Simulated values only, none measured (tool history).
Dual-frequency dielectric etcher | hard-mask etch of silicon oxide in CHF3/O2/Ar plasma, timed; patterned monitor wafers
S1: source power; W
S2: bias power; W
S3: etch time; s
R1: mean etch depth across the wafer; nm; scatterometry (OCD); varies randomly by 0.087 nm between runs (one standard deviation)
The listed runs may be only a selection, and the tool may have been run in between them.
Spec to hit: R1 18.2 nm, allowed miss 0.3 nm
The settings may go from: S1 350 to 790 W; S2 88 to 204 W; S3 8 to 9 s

{"run": 1, "hour": 0.0, "S1": 570, "S2": 146, "S3": 9, "R1": 16.685}
{"run": 2, "hour": 1.4, "S1": 570, "S2": 146, "S3": 9, "R1": 16.59}
{"run": 3, "hour": 5.5, "S1": 570, "S2": 146, "S3": 8, "R1": 14.675}
{"run": 4, "hour": 7.8, "S1": 630, "S2": 155, "S3": 8, "R1": 15.914}
{"run": 5, "hour": 9.7, "S1": 630, "S2": 140, "S3": 8, "R1": 15.199}
{"run": 6, "hour": 11.8, "S1": 540, "S2": 140, "S3": 8, "R1": 14.302}
{"run": 7, "hour": 15.9, "S1": 600, "S2": 147, "S3": 8, "R1": 15.152}
{"run": 8, "hour": 19.7, "S1": 600, "S2": 147, "S3": 8, "R1": 15.191}
{"run": 9, "hour": 27.6, "S1": 650, "S2": 155, "S3": 8, "R1": 15.931}
{"run": 10, "hour": 34.2, "S1": 680, "S2": 162, "S3": 8, "R1": 16.347}
{"run": 11, "hour": 41.9, "S1": 700, "S2": 169, "S3": 8, "R1": 16.886}
{"run": 12, "hour": 48.9, "S1": 720, "S2": 173, "S3": 8, "R1": 17.106}
{"run": 13, "hour": 57.2, "S1": 740, "S2": 177, "S3": 8, "R1": 17.464}
{"run": 14, "hour": 60.0, "S1": 750, "S2": 179, "S3": 8, "R1": 17.606}
{"run": 15, "hour": 66.2, "S1": 760, "S2": 181, "S3": 8, "R1": 17.801}

Consider the 5 candidate settings below. Which is the only one whose results all fall within their allowed miss of target?
{"run": "A", "hour": 72.4, "S1": 700, "S2": 175, "S3": 8.5, "R1": "?"}
{"run": "B", "hour": 72.4, "S1": 780, "S2": 181, "S3": 8.5, "R1": "?"}
{"run": "C", "hour": 72.4, "S1": 780, "S2": 166, "S3": 8, "R1": "?"}
{"run": "D", "hour": 72.4, "S1": 780, "S2": 178, "S3": 8.5, "R1": "?"}
{"run": "E", "hour": 72.4, "S1": 740, "S2": 179, "S3": 8, "R1": "?"}

move=A R1=18.134
move=B R1=19.133
move=C R1=17.473
move=D R1=19.021
move=E R1=17.577
A: every result within its allowed miss
B: moves the result that the last run missed by most past its target, out the other side
C: misses by more than the last run did
D: moves the result that the last run missed by most past its target, out the other side
E: misses by more than the last run did
A meets every target.
